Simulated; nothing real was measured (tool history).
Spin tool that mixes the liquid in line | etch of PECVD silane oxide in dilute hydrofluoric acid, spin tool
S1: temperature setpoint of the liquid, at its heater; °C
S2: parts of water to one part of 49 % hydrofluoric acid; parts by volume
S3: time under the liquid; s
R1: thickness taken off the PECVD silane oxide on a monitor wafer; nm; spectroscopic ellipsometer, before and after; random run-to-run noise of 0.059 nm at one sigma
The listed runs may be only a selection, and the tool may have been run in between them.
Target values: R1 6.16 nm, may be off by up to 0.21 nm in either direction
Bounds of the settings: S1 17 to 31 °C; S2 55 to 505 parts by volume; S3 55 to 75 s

| run | hour | S1 | S2 | S3 | R1 |
|---|---|---|---|---|---|
| 1 | 0 | 23 | 280 | 75 | 3.9922 |
| 2 | 9 | 24.5 | 270 | 75 | 4.5093 |
| 3 | 10 | 24.5 | 270 | 75 | 4.4571 |
| 4 | 11.2 | 24.5 | 270 | 75 | 4.5052 |
| 5 | 14.2 | 26 | 265 | 75 | 4.8305 |
| 6 | 17.3 | 29 | 265 | 75 | 5.3647 |
|  | 19.3 | hydrofluoric acid flow meter replaced |
| 7 | 19.3 | 29.5 | 260 | 75 | 4.9542 |
| 8 | 23.6 | 29.5 | 245 | 75 | 5.3119 |
| 9 | 24.5 | 29.5 | 235 | 75 | 5.5643 |
| 10 | 27.8 | 29.5 | 230 | 75 | 5.788 |

Exercise: of the 5 proposed moves below, exactly one satisfies all targets within the stated allowed misses. Which move is it?
| A | 31.1 | 30.5 | 165 | 55 | ? |
| B | 31.1 | 31 | 215 | 75 | ? |
| C | 31.1 | 29.5 | 220 | 65 | ? |
| D | 31.1 | 31 | 195 | 55 | ? |
| E | 31.1 | 29 | 215 | 75 | ? |

| move | R1 |
|---|---|
| A | 6.721 |
| B | 6.7182 |
| C | 5.3745 |
| D | 5.569 |
| E | 6.2743 |
A: takes the biggest miss from the last run beyond its target
B: takes the biggest miss from the last run beyond its target
C: misses by more than the last run did
D: misses by more than the last run did
E: meets every target
The right move is E.
